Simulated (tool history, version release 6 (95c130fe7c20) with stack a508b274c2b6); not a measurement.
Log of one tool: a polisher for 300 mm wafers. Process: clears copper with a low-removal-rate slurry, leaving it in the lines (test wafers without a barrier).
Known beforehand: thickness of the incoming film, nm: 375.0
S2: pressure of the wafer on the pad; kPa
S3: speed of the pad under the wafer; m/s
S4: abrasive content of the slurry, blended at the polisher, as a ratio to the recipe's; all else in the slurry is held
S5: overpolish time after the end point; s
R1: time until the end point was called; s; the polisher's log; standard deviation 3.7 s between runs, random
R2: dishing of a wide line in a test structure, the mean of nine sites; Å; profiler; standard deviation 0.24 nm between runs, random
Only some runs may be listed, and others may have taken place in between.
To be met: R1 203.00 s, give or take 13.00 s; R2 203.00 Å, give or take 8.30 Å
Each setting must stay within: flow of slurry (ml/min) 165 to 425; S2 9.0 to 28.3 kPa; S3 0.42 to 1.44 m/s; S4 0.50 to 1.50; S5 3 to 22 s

Run 1, hour 0.0: flow of slurry (ml/min) 275, S2 18.6 kPa, S3 0.92 m/s, S4 1.00, S5 11 s. Result: R1 153.52 s, R2 164.10 Å.
Run 2, hour 3.5: flow of slurry (ml/min) 275, S2 17.2 kPa, S3 0.92 m/s, S4 1.00, S5 12 s. Result: R1 170.77 s, R2 168.75 Å.
Run 3, hour 5.3: flow of slurry (ml/min) 275, S2 16.5 kPa, S3 0.92 m/s, S4 1.00, S5 13 s. Result: R1 175.23 s, R2 173.18 Å.
Run 4, hour 13.7: flow of slurry (ml/min) 275, S2 16.5 kPa, S3 1.12 m/s, S4 1.00, S5 13 s. Result: R1 139.49 s, R2 206.95 Å.
Run 5, hour 16.4: flow of slurry (ml/min) 275, S2 15.2 kPa, S3 1.10 m/s, S4 1.00, S5 14 s. Result: R1 157.54 s, R2 197.95 Å.
Run 6, hour 21.4: flow of slurry (ml/min) 275, S2 15.2 kPa, S3 0.96 m/s, S4 1.00, S5 14 s. Result: R1 171.08 s, R2 172.98 Å.
Run 7, hour 22.8: flow of slurry (ml/min) 265, S2 14.5 kPa, S3 0.94 m/s, S4 0.95, S5 15 s. Result: R1 193.24 s, R2 172.83 Å.
Run 8, hour 25.8: flow of slurry (ml/min) 260, S2 14.5 kPa, S3 0.94 m/s, S4 0.95, S5 16 s. Result: R1 189.64 s, R2 181.60 Å.
Run 9, hour 32.7: flow of slurry (ml/min) 260, S2 14.5 kPa, S3 0.94 m/s, S4 0.95, S5 17 s. Result: R1 195.45 s, R2 193.10 Å.

5 candidate next runs follow, results not yet known. Just one meets every target within its allowed miss. Identify it.
Run A, hour 39.6: flow of slurry (ml/min) 255, S2 13.8 kPa, S3 0.92 m/s, S4 0.95, S5 17 s. Result: R1 ?, R2 ?.
Run B, hour 39.6: flow of slurry (ml/min) 290, S2 15.2 kPa, S3 0.92 m/s, S4 0.85, S5 15 s. Result: R1 ?, R2 ?.
Run C, hour 39.6: flow of slurry (ml/min) 295, S2 11.0 kPa, S3 1.10 m/s, S4 1.05, S5 19 s. Result: R1 ?, R2 ?.
Run D, hour 39.6: flow of slurry (ml/min) 250, S2 13.8 kPa, S3 0.98 m/s, S4 0.95, S5 16 s. Result: R1 ?, R2 ?.
Run E, hour 39.6: flow of slurry (ml/min) 260, S2 19.3 kPa, S3 0.70 m/s, S4 0.90, S5 15 s. Result: R1 ?, R2 ?.

move      R1      R2
   A  210.77  186.60
   B  195.55  179.11
   C  210.02  204.18
   D  198.70  186.34
   E  200.81  176.21
A: its largest miss is bigger than the last run's
B: its largest miss is bigger than the last run's
C: every result within its allowed miss
D: its largest miss is bigger than the last run's
E: its largest miss is bigger than the last run's
Go with C: it meets all targets.
